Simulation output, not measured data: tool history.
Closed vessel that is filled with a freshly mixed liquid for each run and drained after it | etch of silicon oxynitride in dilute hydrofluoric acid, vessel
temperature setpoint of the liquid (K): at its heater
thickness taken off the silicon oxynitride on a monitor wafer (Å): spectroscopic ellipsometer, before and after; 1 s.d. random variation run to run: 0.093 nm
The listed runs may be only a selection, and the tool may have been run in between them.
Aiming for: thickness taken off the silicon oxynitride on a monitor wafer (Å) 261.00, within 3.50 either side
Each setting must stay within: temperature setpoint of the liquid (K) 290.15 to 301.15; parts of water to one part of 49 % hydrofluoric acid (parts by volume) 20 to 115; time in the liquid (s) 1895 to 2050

run	day	temperature setpoint of the liquid (K)	parts of water to one part of 49 % hydrofluoric acid (parts by volume)	time in the liquid (s)	thickness taken off the silicon oxynitride on a monitor wafer (Å)
1	0.000	293.15	65	1895	481.14
2	0.067	292.15	75	1895	391.67
3	0.346	292.15	55	1895	542.52
4	0.692	291.65	70	1895	410.29
5	0.904	290.15	70	1895	380.13
6	1.292	290.15	80	1895	330.30
7	1.683	290.15	85	1895	308.93
8	2.079	290.15	90	1895	290.56
9	2.429	290.15	95	1895	274.34

4 next moves are on the table. One of them brings every result within its allowed miss. Which?
A	2.779	290.15	95	2000	?
B	2.779	291.15	105	1950	?
C	2.779	290.15	100	1955	?
D	2.779	290.15	100	1900	?

move	thickness taken off the silicon oxynitride on a monitor wafer (Å)
A	290.86
B	267.96
C	269.23
D	261.65
A: misses by more than the last run did
B: gains on the last run, yet a result remains outside its allowed miss
C: gains on the last run, yet a result remains outside its allowed miss
D: hits every target within its allowed miss
So the answer is move D, the one that meets all the targets.

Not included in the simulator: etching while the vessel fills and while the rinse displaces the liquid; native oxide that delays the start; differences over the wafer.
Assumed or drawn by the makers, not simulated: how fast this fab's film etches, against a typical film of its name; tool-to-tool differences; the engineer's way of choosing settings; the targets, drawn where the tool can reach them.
